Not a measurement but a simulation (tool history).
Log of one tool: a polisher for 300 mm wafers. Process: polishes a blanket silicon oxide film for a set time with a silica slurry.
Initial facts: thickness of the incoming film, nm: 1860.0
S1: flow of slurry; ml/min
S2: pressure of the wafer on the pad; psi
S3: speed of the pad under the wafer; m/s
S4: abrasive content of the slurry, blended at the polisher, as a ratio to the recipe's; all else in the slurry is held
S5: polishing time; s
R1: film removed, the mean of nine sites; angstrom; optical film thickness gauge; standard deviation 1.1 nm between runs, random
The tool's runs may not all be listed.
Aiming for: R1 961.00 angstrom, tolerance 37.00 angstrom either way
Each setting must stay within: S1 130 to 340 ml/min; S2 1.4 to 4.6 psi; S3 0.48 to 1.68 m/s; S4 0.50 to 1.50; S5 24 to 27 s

run,hour,S1,S2,S3,S4,S5,R1
1,0.0,220,3.0,1.08,1.00,27,704.55
2,2.7,245,3.0,1.08,1.00,27,707.07
3,7.5,245,3.0,1.08,1.00,24,621.38
4,13.6,245,3.0,1.08,1.00,24,612.04
5,15.1,240,3.2,1.08,1.00,24,646.89
6,20.5,240,3.4,1.10,1.00,24,673.97
7,28.7,240,3.6,1.14,1.00,24,724.58
8,34.0,240,3.7,1.16,1.00,24,750.32
9,42.0,240,3.8,1.18,1.00,24,777.04
10,47.7,240,3.9,1.20,1.00,24,789.80
11,56.5,240,4.0,1.22,1.00,24,822.14
12,57.3,240,4.1,1.24,1.00,24,852.08
13,65.2,240,4.2,1.24,1.00,24,860.09
14,68.7,240,4.2,1.26,1.00,24,879.33
15,75.4,240,4.4,1.28,1.00,24,910.52

Exactly one of the 4 candidate moves below puts every result within its allowed miss. Which one?
A,82.1,280,3.5,1.42,1.00,24,?
B,82.1,275,4.5,1.30,1.05,24,?
C,82.1,200,4.1,1.28,1.00,25,?
D,82.1,240,4.6,1.16,1.05,24,?

move,R1
A,853.91
B,962.78
C,880.81
D,881.29
A: lands further from the targets than the last run did
B: meets every target
C: lands further from the targets than the last run did
D: lands further from the targets than the last run did
Answer: B
